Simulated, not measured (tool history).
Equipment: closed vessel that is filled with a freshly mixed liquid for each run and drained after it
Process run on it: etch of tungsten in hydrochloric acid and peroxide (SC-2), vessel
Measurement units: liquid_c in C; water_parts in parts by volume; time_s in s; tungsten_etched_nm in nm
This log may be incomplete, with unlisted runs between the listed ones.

| run | hour | liquid_c | water_parts | time_s | tungsten_etched_nm |
|---|---|---|---|---|---|
| 1 | 0 | 56 | 6 | 30 | 8.6993 |
| 2 | 3.4 | 56 | 6 | 30 | 8.7555 |
| 3 | 8.6 | 56 | 7.5 | 30 | 7.3802 |
| 4 | 13.5 | 56 | 6 | 30 | 8.6757 |
| 5 | 20.4 | 56.5 | 6 | 30 | 9.0471 |
| 6 | 25.2 | 56.5 | 6 | 30 | 9.0334 |
| 7 | 32.2 | 56.5 | 6 | 30 | 9.0279 |
| 8 | 39.8 | 57 | 6 | 30 | 9.1765 |

What will run 9 give?
| 9 | 46.9 | 57.5 | 6 | 30 | ? |

tungsten_etched_nm: 9.7187 nm
